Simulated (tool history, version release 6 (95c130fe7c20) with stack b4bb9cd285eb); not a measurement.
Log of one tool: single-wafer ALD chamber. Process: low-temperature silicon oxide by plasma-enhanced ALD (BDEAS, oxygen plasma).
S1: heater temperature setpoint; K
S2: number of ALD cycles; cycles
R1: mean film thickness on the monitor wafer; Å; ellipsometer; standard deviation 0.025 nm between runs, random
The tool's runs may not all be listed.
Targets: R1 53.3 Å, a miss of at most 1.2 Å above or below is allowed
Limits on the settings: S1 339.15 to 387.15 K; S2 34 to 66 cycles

run,hour,S1,S2,R1
1,0,363.15,50,66.559
2,1.2,356.15,50,67.354
3,5.4,356.15,46,62.864
4,9,362.15,46,61.661
5,16.3,362.15,51,67.291
6,23.5,362.15,44,58.358
7,24.6,366.15,43,56.172
8,27.6,368.15,43,55.562

5 next moves are on the table. One of them brings every result within its allowed miss. Which?
A,30.6,371.15,39,?
B,30.6,364.15,44,?
C,30.6,362.15,43,?
D,30.6,369.15,45,?
E,30.6,371.15,41,?

move,R1
A,50.89
B,58.677
C,57.696
D,59.088
E,53.499
A: takes the biggest miss from the last run beyond its target
B: lands further from the targets than the last run did
C: lands further from the targets than the last run did
D: lands further from the targets than the last run did
E: every result lands within tolerance
Go with E: it meets all targets.
